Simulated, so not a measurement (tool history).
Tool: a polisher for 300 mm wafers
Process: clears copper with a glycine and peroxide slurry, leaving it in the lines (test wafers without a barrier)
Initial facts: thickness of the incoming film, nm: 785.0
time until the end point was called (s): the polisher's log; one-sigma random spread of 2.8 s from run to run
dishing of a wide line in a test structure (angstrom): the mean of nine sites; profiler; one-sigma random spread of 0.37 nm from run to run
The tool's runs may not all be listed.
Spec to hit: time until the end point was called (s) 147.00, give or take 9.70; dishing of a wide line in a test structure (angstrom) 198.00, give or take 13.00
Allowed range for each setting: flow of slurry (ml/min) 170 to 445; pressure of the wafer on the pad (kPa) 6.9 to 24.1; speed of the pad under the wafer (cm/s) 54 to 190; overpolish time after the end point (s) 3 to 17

run	hour	flow of slurry (ml/min)	pressure of the wafer on the pad (kPa)	speed of the pad under the wafer (cm/s)	overpolish time after the end point (s)	time until the end point was called (s)	dishing of a wide line in a test structure (angstrom)
1	0.0	285	15.2	122	9	125.22	383.50
2	1.6	285	14.5	122	7	127.48	308.99
3	4.7	285	13.8	122	6	138.99	255.60
4	13.0	285	13.8	150	6	118.53	281.60
5	18.3	285	12.4	150	6	133.19	261.14
6	25.2	285	14.5	150	6	115.75	282.41
7	32.5	285	13.1	150	5	121.55	235.45
8	36.9	285	9.0	144	5	177.59	164.70
9	37.9	285	9.7	144	5	167.61	176.48

Next run, 4 choices. One meets every target within its allowed miss, the rest don't. Which?
A	38.9	325	11.0	100	6	?	?
B	38.9	315	9.0	138	7	?	?
C	38.9	340	10.3	154	5	?	?
D	38.9	325	9.7	168	6	?	?

move	time until the end point was called (s)	dishing of a wide line in a test structure (angstrom)
A	171.32	197.67
B	173.98	222.33
C	146.97	191.42
D	148.77	222.75
A: further off than the last run
B: further off than the last run
C: hits every target within its allowed miss
D: brings the result that was furthest off to its target, and leaves another outside
Go with C: it meets all targets.
